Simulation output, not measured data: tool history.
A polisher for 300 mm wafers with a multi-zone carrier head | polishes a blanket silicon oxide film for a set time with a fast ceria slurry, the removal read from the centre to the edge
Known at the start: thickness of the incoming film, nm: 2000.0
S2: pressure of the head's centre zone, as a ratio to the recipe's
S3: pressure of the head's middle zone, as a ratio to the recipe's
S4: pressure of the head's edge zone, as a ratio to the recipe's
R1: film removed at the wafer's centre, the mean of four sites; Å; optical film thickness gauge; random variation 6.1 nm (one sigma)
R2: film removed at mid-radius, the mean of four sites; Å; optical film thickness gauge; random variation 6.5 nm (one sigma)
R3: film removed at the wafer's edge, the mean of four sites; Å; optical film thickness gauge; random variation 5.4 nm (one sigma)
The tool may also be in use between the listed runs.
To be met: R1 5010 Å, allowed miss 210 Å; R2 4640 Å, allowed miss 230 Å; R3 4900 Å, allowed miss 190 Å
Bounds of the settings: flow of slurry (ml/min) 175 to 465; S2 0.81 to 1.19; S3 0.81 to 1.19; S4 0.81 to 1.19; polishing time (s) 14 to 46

run 1 hour=0 | flow_of_slurry_(ml/min)=295 S2=1 S3=1 S4=1 polishing_time_(s)=30 | R1=7446.9 R2=7556.3 R3=7516.5
run 2 hour=3 | flow_of_slurry_(ml/min)=325 S2=1 S3=1 S4=1 polishing_time_(s)=30 | R1=7453.3 R2=7480.2 R3=7639.9
run 3 hour=10 | flow_of_slurry_(ml/min)=320 S2=1 S3=0.98 S4=0.99 polishing_time_(s)=28 | R1=6974.8 R2=7098.9 R3=6909.7
run 4 hour=14.1 | flow_of_slurry_(ml/min)=320 S2=1 S3=0.98 S4=0.99 polishing_time_(s)=33 | R1=8255.1 R2=8288.6 R3=8184.7
run 5 hour=16.9 | flow_of_slurry_(ml/min)=320 S2=1 S3=0.96 S4=0.99 polishing_time_(s)=31 | R1=7852.1 R2=7773.8 R3=7734.8
run 6 hour=24.4 | flow_of_slurry_(ml/min)=320 S2=1 S3=1.03 S4=0.99 polishing_time_(s)=31 | R1=7680.1 R2=8187.5 R3=7787.5
run 7 hour=30 | flow_of_slurry_(ml/min)=315 S2=0.99 S3=1 S4=0.98 polishing_time_(s)=29 | R1=7102 R2=7156 R3=7206.8
run 8 hour=37.7 | flow_of_slurry_(ml/min)=310 S2=0.96 S3=0.96 S4=0.88 polishing_time_(s)=21 | R1=5072.9 R2=5121 R3=4933.4
run 9 hour=44 | flow_of_slurry_(ml/min)=305 S2=0.96 S3=0.94 S4=0.88 polishing_time_(s)=21 | R1=4943.7 R2=5083.1 R3=4848.7
run 10 hour=46.3 | flow_of_slurry_(ml/min)=305 S2=0.97 S3=0.92 S4=0.89 polishing_time_(s)=21 | R1=5065.4 R2=5000.2 R3=5018
run 11 hour=50.5 | flow_of_slurry_(ml/min)=295 S2=0.98 S3=0.86 S4=0.86 polishing_time_(s)=20 | R1=4784.7 R2=4506.1 R3=4671
run 12 hour=56.6 | flow_of_slurry_(ml/min)=295 S2=0.98 S3=0.86 S4=0.87 polishing_time_(s)=20 | R1=4819.6 R2=4475.1 R3=4696.4

Which of these 4 next moves meets every target?
run A hour=62.7 | flow_of_slurry_(ml/min)=220 S2=1.06 S3=0.95 S4=0.87 polishing_time_(s)=20 | R1=? R2=? R3=?
run B hour=62.7 | flow_of_slurry_(ml/min)=210 S2=1.08 S3=0.99 S4=0.93 polishing_time_(s)=19 | R1=? R2=? R3=?
run C hour=62.7 | flow_of_slurry_(ml/min)=355 S2=1.03 S3=1.03 S4=0.81 polishing_time_(s)=19 | R1=? R2=? R3=?
run D hour=62.7 | flow_of_slurry_(ml/min)=285 S2=0.93 S3=0.82 S4=0.81 polishing_time_(s)=22 | R1=? R2=? R3=?

move=A R1=5150.2 R2=4631 R3=4558.2
move=B R1=4942.9 R2=4522.8 R3=4439.8
move=C R1=5054.9 R2=4968.8 R3=4364
move=D R1=5192.9 R2=4661.4 R3=4985.8
A: further off than the last run
B: further off than the last run
C: further off than the last run
D: meets every target
The right move is D.

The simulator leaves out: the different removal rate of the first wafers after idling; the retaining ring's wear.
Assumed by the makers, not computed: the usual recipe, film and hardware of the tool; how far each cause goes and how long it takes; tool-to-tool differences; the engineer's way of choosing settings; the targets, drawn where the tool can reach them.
